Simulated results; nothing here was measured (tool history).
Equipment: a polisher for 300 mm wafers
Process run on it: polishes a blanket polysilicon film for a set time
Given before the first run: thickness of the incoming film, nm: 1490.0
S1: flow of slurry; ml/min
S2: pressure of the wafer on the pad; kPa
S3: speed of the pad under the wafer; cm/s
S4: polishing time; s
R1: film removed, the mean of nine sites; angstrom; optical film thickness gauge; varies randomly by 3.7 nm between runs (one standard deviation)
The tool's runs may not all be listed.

run  hour   S1    S2   S3  S4      R1
  1     0  125  15.2  100  56  3131.3
  2   2.2  135  16.5  100  56  3451.5
  3   6.1  140  17.9  100  56  3772.3
  4  13.8  140  17.9  100  51  3356.7
  5  16.5  145  19.3  102  51  3752.2
  6  23.5  150  20.7  104  51  4053.4
  7  31.2  150  21.4  106  51  4291.5
  8  32.2  155  22.1  108  51  4486.4

For run 9, what comes out?
  9  38.1  155  22.8  110  51   ?

Run 9 produced R1 4791.8 angstrom.

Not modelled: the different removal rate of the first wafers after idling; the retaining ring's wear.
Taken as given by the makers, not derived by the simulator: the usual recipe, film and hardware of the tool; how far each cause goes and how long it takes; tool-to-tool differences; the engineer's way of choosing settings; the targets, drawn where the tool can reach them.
